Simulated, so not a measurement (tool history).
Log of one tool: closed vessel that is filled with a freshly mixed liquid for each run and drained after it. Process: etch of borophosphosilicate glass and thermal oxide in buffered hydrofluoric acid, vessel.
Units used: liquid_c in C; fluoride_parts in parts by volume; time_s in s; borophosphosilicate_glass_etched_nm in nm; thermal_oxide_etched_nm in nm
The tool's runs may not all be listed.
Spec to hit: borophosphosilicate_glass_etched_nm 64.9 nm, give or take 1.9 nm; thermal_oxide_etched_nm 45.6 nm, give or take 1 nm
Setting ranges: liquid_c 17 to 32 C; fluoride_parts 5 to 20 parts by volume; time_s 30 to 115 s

run  hour  liquid_c  fluoride_parts  time_s  borophosphosilicate_glass_etched_nm  thermal_oxide_etched_nm
  1     0        25              12      60                               95.486                   66.511
  2   3.2        25              12      40                               62.934                   43.799
  3   9.7        25              12      65                               102.51                   71.662
  4  16.4        24              12      65                                98.93                   68.195
  5  20.6      23.5              12      65                               94.015                   65.675
  6  24.2        23              12      65                               92.424                   64.253
     32.8  -- thermometer replaced
  7  32.8      22.5              12      65                               81.623                   57.245
  8  38.6        22              12      65                               79.336                   55.799
  9  41.5      20.5              12      65                               73.057                    51.31
 10  45.3        18              12      65                                63.77                   44.505

Pick the move, out of 4, that brings all results within their allowed miss; only one does.
  A  49.1      18.5             5.5      30                                    ?                        ?
  B  49.1        21             6.5      30                                    ?                        ?
  C  49.1        18              20     110                                    ?                        ?
  D  49.1        18             5.5      30                                    ?                        ?

move  borophosphosilicate_glass_etched_nm  thermal_oxide_etched_nm
   A                               63.405                   43.646
   B                               62.796                   43.506
   C                                65.33                   45.601
   D                               61.671                    42.43
A: the biggest miss grows against the last run
B: the biggest miss grows against the last run
C: meets every target
D: the biggest miss grows against the last run
Move C is the one to make.

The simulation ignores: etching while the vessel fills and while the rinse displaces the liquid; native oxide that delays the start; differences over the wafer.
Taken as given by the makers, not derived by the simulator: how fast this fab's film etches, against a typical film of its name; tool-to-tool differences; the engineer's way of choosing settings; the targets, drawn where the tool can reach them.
